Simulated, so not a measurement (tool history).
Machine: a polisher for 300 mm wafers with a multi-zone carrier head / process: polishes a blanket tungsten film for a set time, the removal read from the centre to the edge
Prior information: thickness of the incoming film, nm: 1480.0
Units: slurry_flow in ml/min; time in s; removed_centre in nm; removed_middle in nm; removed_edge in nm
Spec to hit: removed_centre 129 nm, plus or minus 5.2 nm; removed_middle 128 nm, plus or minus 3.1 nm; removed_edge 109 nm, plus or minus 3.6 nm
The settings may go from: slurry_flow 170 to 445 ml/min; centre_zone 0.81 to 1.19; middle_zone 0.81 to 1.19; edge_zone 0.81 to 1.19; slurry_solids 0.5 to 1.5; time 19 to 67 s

Run 1, hour 0: slurry_flow 285 ml/min, centre_zone 1, middle_zone 1, edge_zone 1, slurry_solids 1, time 43 s. Result: removed_centre 109.54 nm, removed_middle 107.18 nm, removed_edge 108.32 nm.
Run 2, hour 7: slurry_flow 305 ml/min, centre_zone 1.04, middle_zone 1.05, edge_zone 0.99, slurry_solids 1, time 43 s. Result: removed_centre 113.66 nm, removed_middle 113.24 nm, removed_edge 108.53 nm.
Run 3, hour 13.2: slurry_flow 305 ml/min, centre_zone 1.09, middle_zone 1.05, edge_zone 0.99, slurry_solids 1, time 43 s. Result: removed_centre 119.01 nm, removed_middle 113.75 nm, removed_edge 107.75 nm.
Run 4, hour 13.9: slurry_flow 305 ml/min, centre_zone 1.09, middle_zone 1.09, edge_zone 0.99, slurry_solids 1, time 43 s. Result: removed_centre 120.1 nm, removed_middle 117.67 nm, removed_edge 108.73 nm.
Run 5, hour 16.1: slurry_flow 305 ml/min, centre_zone 1.09, middle_zone 1.09, edge_zone 1.06, slurry_solids 1, time 43 s. Result: removed_centre 119.27 nm, removed_middle 116.63 nm, removed_edge 111.71 nm.
Run 6, hour 24.6: slurry_flow 305 ml/min, centre_zone 1.03, middle_zone 1.09, edge_zone 1.06, slurry_solids 1, time 43 s. Result: removed_centre 113.35 nm, removed_middle 117.44 nm, removed_edge 112.18 nm.
Run 7, hour 25.5: slurry_flow 325 ml/min, centre_zone 1.07, middle_zone 1.11, edge_zone 1.03, slurry_solids 1, time 43 s. Result: removed_centre 118.06 nm, removed_middle 119.14 nm, removed_edge 111.67 nm.
Run 8, hour 28.1: slurry_flow 325 ml/min, centre_zone 1.1, middle_zone 1.14, edge_zone 1.01, slurry_solids 1, time 43 s. Result: removed_centre 121.63 nm, removed_middle 123.72 nm, removed_edge 109.25 nm.
Run 9, hour 33.4: slurry_flow 330 ml/min, centre_zone 1.12, middle_zone 1.15, edge_zone 1.01, slurry_solids 1, time 43 s. Result: removed_centre 125.08 nm, removed_middle 122.66 nm, removed_edge 109.6 nm.
Run 10, hour 39.3: slurry_flow 330 ml/min, centre_zone 1.13, middle_zone 1.16, edge_zone 1, slurry_solids 1, time 43 s. Result: removed_centre 123.09 nm, removed_middle 121.82 nm, removed_edge 108.22 nm.

Which single option among these 4 for the next run brings every result within its allowed miss of target? Just one does.
Run A, hour 45.2: slurry_flow 370 ml/min, centre_zone 1.16, middle_zone 1.19, edge_zone 0.98, slurry_solids 0.85, time 45 s. Result: removed_centre ?, removed_middle ?, removed_edge ?.
Run B, hour 45.2: slurry_flow 335 ml/min, centre_zone 1.18, middle_zone 1.13, edge_zone 1.02, slurry_solids 1.05, time 40 s. Result: removed_centre ?, removed_middle ?, removed_edge ?.
Run C, hour 45.2: slurry_flow 170 ml/min, centre_zone 1.15, middle_zone 1.05, edge_zone 0.99, slurry_solids 1, time 46 s. Result: removed_centre ?, removed_middle ?, removed_edge ?.
Run D, hour 45.2: slurry_flow 375 ml/min, centre_zone 1.09, middle_zone 1.1, edge_zone 1.03, slurry_solids 1, time 41 s. Result: removed_centre ?, removed_middle ?, removed_edge ?.

move  removed_centre  removed_middle  removed_edge
   A          129.47           126.8        111.86
   B          122.26          113.17        106.28
   C          121.34          110.28        110.78
   D           115.5          113.38        108.98
A: in spec on every target
B: misses by more than the last run did
C: misses by more than the last run did
D: misses by more than the last run did
The move that meets every target is A.

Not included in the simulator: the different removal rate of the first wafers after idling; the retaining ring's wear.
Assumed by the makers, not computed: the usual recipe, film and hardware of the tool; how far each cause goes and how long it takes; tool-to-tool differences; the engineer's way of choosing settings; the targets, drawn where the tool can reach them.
